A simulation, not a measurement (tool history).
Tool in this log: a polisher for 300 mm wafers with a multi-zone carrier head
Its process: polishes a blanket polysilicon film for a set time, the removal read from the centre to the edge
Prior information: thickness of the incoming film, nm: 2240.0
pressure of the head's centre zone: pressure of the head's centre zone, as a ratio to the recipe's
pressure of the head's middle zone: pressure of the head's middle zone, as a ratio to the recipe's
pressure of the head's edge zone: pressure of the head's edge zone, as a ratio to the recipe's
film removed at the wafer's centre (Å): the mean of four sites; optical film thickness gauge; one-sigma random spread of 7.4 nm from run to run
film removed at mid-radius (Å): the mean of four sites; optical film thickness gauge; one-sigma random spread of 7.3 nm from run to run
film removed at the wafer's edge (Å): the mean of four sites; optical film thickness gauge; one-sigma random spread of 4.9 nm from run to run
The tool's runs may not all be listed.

run	day	flow of slurry (ml/min)	pressure of the head's centre zone	pressure of the head's middle zone	pressure of the head's edge zone	polishing time (s)	film removed at the wafer's centre (Å)	film removed at mid-radius (Å)	film removed at the wafer's edge (Å)
1	0.000	220	1.00	1.00	1.00	61	6027.0	5919.9	6029.4
2	0.275	240	1.00	1.00	1.00	61	6082.2	5987.6	6028.3
3	0.554	235	0.99	1.00	1.03	63	6235.5	6217.8	6314.1
4	0.779	235	0.99	1.00	1.11	63	6258.3	6374.8	6550.0
5	1.104	235	0.99	1.05	1.11	63	6387.6	6646.9	6515.4
6	1.442	235	0.99	1.05	1.11	56	5610.6	5871.1	5819.8
7	1.804	235	0.98	1.03	1.13	59	5738.4	5938.7	6191.7
8	1.912	240	0.97	1.03	1.14	61	6036.4	6214.0	6455.1

What does the tool deliver on the next run?
9	2.008	245	0.95	1.03	1.15	62	?	?	?

Logged for run 9: film removed at the wafer's centre (Å) 5941.7, film removed at mid-radius (Å) 6421.0, film removed at the wafer's edge (Å) 6614.6.

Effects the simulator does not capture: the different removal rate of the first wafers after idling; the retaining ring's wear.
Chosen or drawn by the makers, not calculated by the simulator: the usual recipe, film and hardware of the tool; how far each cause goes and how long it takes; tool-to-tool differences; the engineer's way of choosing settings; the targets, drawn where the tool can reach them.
